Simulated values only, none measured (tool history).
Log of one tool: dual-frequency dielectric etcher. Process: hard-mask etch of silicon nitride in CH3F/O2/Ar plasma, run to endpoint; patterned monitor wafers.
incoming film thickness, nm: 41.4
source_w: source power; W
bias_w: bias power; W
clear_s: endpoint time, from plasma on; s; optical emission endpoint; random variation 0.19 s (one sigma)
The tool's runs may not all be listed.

Run 1, hour 0: source_w 430 W, bias_w 69 W. Result: clear_s 56.699 s.
Run 2, hour 7.9: source_w 430 W, bias_w 73 W. Result: clear_s 55.54 s.
Run 3, hour 9: source_w 440 W, bias_w 73 W. Result: clear_s 55.439 s.
Run 4, hour 16.9: source_w 440 W, bias_w 66 W. Result: clear_s 57.326 s.
Run 5, hour 23.8: source_w 440 W, bias_w 71 W. Result: clear_s 55.947 s.
Run 6, hour 30.7: source_w 440 W, bias_w 81 W. Result: clear_s 53.033 s.
Run 7, hour 37.1: source_w 450 W, bias_w 81 W. Result: clear_s 52.826 s.

Forecast run 8:
Run 8, hour 40.5: source_w 460 W, bias_w 81 W. Result: clear_s ?.

{"run 8": {"clear_s": 52.869}}
